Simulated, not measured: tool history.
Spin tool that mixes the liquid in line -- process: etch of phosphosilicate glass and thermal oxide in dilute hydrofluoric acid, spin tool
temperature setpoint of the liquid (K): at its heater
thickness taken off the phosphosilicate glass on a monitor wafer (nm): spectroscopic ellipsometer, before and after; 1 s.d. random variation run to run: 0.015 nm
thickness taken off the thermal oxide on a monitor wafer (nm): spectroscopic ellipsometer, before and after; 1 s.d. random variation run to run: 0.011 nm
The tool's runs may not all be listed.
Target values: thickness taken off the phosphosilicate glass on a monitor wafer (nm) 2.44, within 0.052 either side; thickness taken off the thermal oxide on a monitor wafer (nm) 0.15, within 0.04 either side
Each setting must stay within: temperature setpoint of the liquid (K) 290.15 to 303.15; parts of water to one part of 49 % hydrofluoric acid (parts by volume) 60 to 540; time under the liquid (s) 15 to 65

run    day  temperature setpoint of the liquid (K)  parts of water to one part of 49 % hydrofluoric acid (parts by volume)  time under the liquid (s)  thickness taken off the phosphosilicate glass on a monitor wafer (nm)  thickness taken off the thermal oxide on a monitor wafer (nm)
  1      0                                  295.15                                                                     300                         35                                                                 7.2083                                                         0.4522
  2  0.175                                  294.65                                                                     330                         35                                                                 6.2378                                                        0.34111
  3  0.417                                  294.65                                                                     330                         20                                                                 3.4986                                                        0.22411
  4  0.758                                  298.15                                                                     330                         20                                                                 3.9916                                                        0.23479
  5  0.908                                  297.15                                                                     340                         20                                                                 3.7249                                                        0.19725
  6  0.942                                  295.15                                                                     340                         20                                                                   3.44                                                        0.21421
  7  0.992                                  294.65                                                                     345                         20                                                                 3.3458                                                        0.22362
     1.271  -- hydrofluoric acid flow meter replaced
  8  1.271                                  294.15                                                                     355                         20                                                                 2.9117                                                        0.18395
  9  1.304                                  293.65                                                                     355                         20                                                                 2.8447                                                        0.19078
 10    1.5                                  293.15                                                                     355                         20                                                                 2.8189                                                         0.1566
 11  1.529                                  292.65                                                                     355                         20                                                                 2.7434                                                        0.18952

4 candidate next runs follow, results not yet known. Just one meets every target within its allowed miss. Identify it.
  A  1.558                                  292.15                                                                     505                         30                                                                      ?                                                              ?
  B  1.558                                  295.65                                                                     345                         20                                                                      ?                                                              ?
  C  1.558                                  292.65                                                                     310                         15                                                                      ?                                                              ?
  D  1.558                                  291.65                                                                     365                         20                                                                      ?                                                              ?

move  thickness taken off the phosphosilicate glass on a monitor wafer (nm)  thickness taken off the thermal oxide on a monitor wafer (nm)
   A                                                                 2.5622                                                        0.16536
   B                                                                 3.2138                                                         0.2074
   C                                                                 2.4877                                                        0.16055
   D                                                                 2.5931                                                        0.16735
A: nearer than the last run, and not there yet
B: lands further from the targets than the last run did
C: in spec on every target
D: nearer than the last run, and not there yet
C is the move that brings every result within its allowed miss.

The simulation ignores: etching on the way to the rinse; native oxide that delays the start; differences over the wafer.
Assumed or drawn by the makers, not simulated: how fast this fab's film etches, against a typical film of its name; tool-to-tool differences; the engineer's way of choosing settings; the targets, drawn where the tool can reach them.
